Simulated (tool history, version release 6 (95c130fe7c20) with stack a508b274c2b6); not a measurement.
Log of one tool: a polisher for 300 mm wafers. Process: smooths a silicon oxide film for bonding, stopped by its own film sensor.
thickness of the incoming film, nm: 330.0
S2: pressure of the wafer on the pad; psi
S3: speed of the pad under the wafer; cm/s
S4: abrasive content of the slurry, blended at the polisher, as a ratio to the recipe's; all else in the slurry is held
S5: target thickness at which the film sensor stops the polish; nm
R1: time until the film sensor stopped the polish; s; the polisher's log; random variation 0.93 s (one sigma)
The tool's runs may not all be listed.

Run 1, hour 0: flow of slurry (ml/min) 270, S2 2.4 psi, S3 116 cm/s, S4 1, S5 289 nm. Result: R1 35.865 s.
Run 2, hour 4: flow of slurry (ml/min) 270, S2 2.4 psi, S3 116 cm/s, S4 0.85, S5 289 nm. Result: R1 38.146 s.
Run 3, hour 7.8: flow of slurry (ml/min) 330, S2 2.4 psi, S3 116 cm/s, S4 0.85, S5 289 nm. Result: R1 37.946 s.
Run 4, hour 15.1: flow of slurry (ml/min) 330, S2 2.1 psi, S3 114 cm/s, S4 0.85, S5 289 nm. Result: R1 40.891 s.
Run 5, hour 15.7: flow of slurry (ml/min) 330, S2 1.9 psi, S3 106 cm/s, S4 0.85, S5 289 nm. Result: R1 50.154 s.
Run 6, hour 16.8: flow of slurry (ml/min) 330, S2 2.3 psi, S3 106 cm/s, S4 0.85, S5 289 nm. Result: R1 41.019 s.

The next listed run, before its measurement:
Run 7, hour 25.3: flow of slurry (ml/min) 330, S2 2.1 psi, S3 104 cm/s, S4 0.85, S5 289 nm. Result: R1 ?.

R1: 44.233 s
